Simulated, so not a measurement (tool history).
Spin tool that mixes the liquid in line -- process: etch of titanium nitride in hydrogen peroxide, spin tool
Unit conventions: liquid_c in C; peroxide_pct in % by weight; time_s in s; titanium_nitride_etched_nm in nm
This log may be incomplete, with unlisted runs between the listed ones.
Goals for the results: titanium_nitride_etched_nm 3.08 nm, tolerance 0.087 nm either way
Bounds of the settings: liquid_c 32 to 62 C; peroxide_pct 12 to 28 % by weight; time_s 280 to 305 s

| run | hour | liquid_c | peroxide_pct | time_s | titanium_nitride_etched_nm |
|---|---|---|---|---|---|
| 1 | 0 | 46 | 19 | 280 | 8.8704 |
| 2 | 5.6 | 46 | 22.5 | 280 | 9.1233 |
| 3 | 13.6 | 48.5 | 22.5 | 280 | 10.988 |
| 4 | 22.2 | 48.5 | 22.5 | 305 | 12.095 |
| 5 | 25.7 | 46 | 21 | 300 | 9.6592 |
| 6 | 31.9 | 44 | 20.5 | 300 | 8.2433 |
| 7 | 35.9 | 36 | 16.5 | 290 | 4.1821 |
| 8 | 42 | 35.5 | 16.5 | 290 | 3.9212 |
| 9 | 49.5 | 35 | 16.5 | 290 | 3.7577 |
| 10 | 50.9 | 34.5 | 16.5 | 290 | 3.6598 |
| 11 | 59.3 | 34 | 16.5 | 290 | 3.5547 |
| 12 | 62.6 | 33.5 | 16.5 | 290 | 3.3867 |

4 next moves are on the table. One of them brings every result within its allowed miss. Which?
| A | 65.9 | 32 | 21 | 280 | ? |
| B | 65.9 | 35.5 | 13.5 | 280 | ? |
| C | 65.9 | 34 | 12 | 305 | ? |
| D | 65.9 | 34 | 18 | 305 | ? |

| move | titanium_nitride_etched_nm |
|---|---|
| A | 3.0958 |
| B | 3.731 |
| C | 3.5192 |
| D | 3.8326 |
A: every result lands within tolerance
B: lands further from the targets than the last run did
C: lands further from the targets than the last run did
D: lands further from the targets than the last run did
Correct choice: A, which meets every target

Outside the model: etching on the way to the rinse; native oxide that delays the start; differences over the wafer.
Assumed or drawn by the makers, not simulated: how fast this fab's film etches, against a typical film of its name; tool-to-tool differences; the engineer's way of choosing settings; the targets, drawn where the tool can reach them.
